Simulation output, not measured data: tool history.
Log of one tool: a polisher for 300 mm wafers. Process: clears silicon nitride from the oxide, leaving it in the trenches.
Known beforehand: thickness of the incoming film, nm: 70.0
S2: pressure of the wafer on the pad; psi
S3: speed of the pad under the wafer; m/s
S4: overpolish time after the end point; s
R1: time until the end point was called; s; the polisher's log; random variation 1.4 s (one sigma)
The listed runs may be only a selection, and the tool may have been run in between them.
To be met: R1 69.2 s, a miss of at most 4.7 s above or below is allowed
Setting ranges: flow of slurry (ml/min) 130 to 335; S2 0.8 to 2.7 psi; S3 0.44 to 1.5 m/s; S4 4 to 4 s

run 1 day=0 | flow_of_slurry_(ml/min)=215 S2=1.7 S3=0.96 S4=4 | R1=117.51
run 2 day=0.042 | flow_of_slurry_(ml/min)=215 S2=1.7 S3=0.82 S4=4 | R1=142.01
run 3 day=0.092 | flow_of_slurry_(ml/min)=215 S2=2 S3=0.86 S4=4 | R1=108.89
run 4 day=0.225 | flow_of_slurry_(ml/min)=215 S2=2 S3=0.62 S4=4 | R1=151.74
run 5 day=0.533 | flow_of_slurry_(ml/min)=215 S2=2.2 S3=0.7 S4=4 | R1=124.6
run 6 day=0.662 | flow_of_slurry_(ml/min)=215 S2=2.3 S3=0.78 S4=4 | R1=105.54
run 7 day=0.825 | flow_of_slurry_(ml/min)=215 S2=2.4 S3=0.84 S4=4 | R1=94.422
run 8 day=1.196 | flow_of_slurry_(ml/min)=215 S2=2.5 S3=0.88 S4=4 | R1=90.489
run 9 day=1.546 | flow_of_slurry_(ml/min)=215 S2=2.6 S3=0.94 S4=4 | R1=79.839
run 10 day=1.671 | flow_of_slurry_(ml/min)=215 S2=2.6 S3=0.96 S4=4 | R1=76.311
run 11 day=1.767 | flow_of_slurry_(ml/min)=215 S2=2.6 S3=0.98 S4=4 | R1=73.96

Of the 5 settings listed for the next run, only one would bring every result within its allowed miss of target. Which one?
run A day=1.862 | flow_of_slurry_(ml/min)=190 S2=2.7 S3=1.04 S4=4 | R1=?
run B day=1.862 | flow_of_slurry_(ml/min)=205 S2=2.5 S3=0.94 S4=4 | R1=?
run C day=1.862 | flow_of_slurry_(ml/min)=200 S2=2.4 S3=0.98 S4=4 | R1=?
run D day=1.862 | flow_of_slurry_(ml/min)=220 S2=2.7 S3=1.16 S4=4 | R1=?
run E day=1.862 | flow_of_slurry_(ml/min)=190 S2=2.3 S3=1.1 S4=4 | R1=?

move=A R1=72.109
move=B R1=84.864
move=C R1=85.113
move=D R1=63.556
move=E R1=79.888
A: meets every target
B: misses by more than the last run did
C: misses by more than the last run did
D: moves the result that the last run missed by most past its target, out the other side
E: misses by more than the last run did
Correct choice: A, which meets every target
